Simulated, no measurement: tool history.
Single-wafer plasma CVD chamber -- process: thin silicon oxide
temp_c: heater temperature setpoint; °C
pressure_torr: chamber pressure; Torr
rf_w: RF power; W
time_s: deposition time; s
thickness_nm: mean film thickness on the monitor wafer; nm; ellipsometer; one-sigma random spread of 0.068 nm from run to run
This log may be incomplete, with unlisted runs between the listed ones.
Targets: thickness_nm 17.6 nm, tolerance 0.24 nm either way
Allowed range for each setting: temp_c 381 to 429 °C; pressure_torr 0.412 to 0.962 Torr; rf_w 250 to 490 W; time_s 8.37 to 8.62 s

Run 1, hour 0: temp_c 405 °C, pressure_torr 0.687 Torr, rf_w 370 W, time_s 8.37 s. Result: thickness_nm 14.451 nm.
Run 2, hour 7.3: temp_c 405 °C, pressure_torr 0.687 Torr, rf_w 415 W, time_s 8.37 s. Result: thickness_nm 15.056 nm.
Run 3, hour 13.3: temp_c 405 °C, pressure_torr 0.718 Torr, rf_w 415 W, time_s 8.37 s. Result: thickness_nm 15.608 nm.
Run 4, hour 13.8: temp_c 405 °C, pressure_torr 0.655 Torr, rf_w 415 W, time_s 8.37 s. Result: thickness_nm 14.434 nm.
Run 5, hour 19.1: temp_c 405 °C, pressure_torr 0.7 Torr, rf_w 415 W, time_s 8.37 s. Result: thickness_nm 15.239 nm.
Run 6, hour 27.5: temp_c 405 °C, pressure_torr 0.7 Torr, rf_w 415 W, time_s 8.37 s. Result: thickness_nm 15.25 nm.
Run 7, hour 31.8: temp_c 405 °C, pressure_torr 0.733 Torr, rf_w 415 W, time_s 8.37 s. Result: thickness_nm 15.741 nm.
Run 8, hour 37.1: temp_c 405 °C, pressure_torr 0.764 Torr, rf_w 415 W, time_s 8.37 s. Result: thickness_nm 16.412 nm.
Run 9, hour 45: temp_c 405 °C, pressure_torr 0.764 Torr, rf_w 415 W, time_s 8.37 s. Result: thickness_nm 16.434 nm.
Run 10, hour 53.8: temp_c 405 °C, pressure_torr 0.781 Torr, rf_w 415 W, time_s 8.37 s. Result: thickness_nm 16.646 nm.
Run 11, hour 58.5: temp_c 405 °C, pressure_torr 0.796 Torr, rf_w 415 W, time_s 8.37 s. Result: thickness_nm 16.854 nm.
Run 12, hour 59.8: temp_c 405 °C, pressure_torr 0.808 Torr, rf_w 415 W, time_s 8.37 s. Result: thickness_nm 17.11 nm.

Pick the move, out of 5, that brings all results within their allowed miss; only one does.
Run A, hour 61.1: temp_c 403 °C, pressure_torr 0.757 Torr, rf_w 425 W, time_s 8.37 s. Result: thickness_nm ?.
Run B, hour 61.1: temp_c 394 °C, pressure_torr 0.713 Torr, rf_w 470 W, time_s 8.37 s. Result: thickness_nm ?.
Run C, hour 61.1: temp_c 407 °C, pressure_torr 0.892 Torr, rf_w 345 W, time_s 8.45 s. Result: thickness_nm ?.
Run D, hour 61.1: temp_c 404 °C, pressure_torr 0.741 Torr, rf_w 440 W, time_s 8.47 s. Result: thickness_nm ?.
Run E, hour 61.1: temp_c 401 °C, pressure_torr 0.734 Torr, rf_w 415 W, time_s 8.62 s. Result: thickness_nm ?.

move  thickness_nm
   A        16.493
   B        16.283
   C        17.601
   D        16.573
   E        16.457
A: misses by more than the last run did
B: misses by more than the last run did
C: in spec on every target
D: misses by more than the last run did
E: misses by more than the last run did
The right move is C.

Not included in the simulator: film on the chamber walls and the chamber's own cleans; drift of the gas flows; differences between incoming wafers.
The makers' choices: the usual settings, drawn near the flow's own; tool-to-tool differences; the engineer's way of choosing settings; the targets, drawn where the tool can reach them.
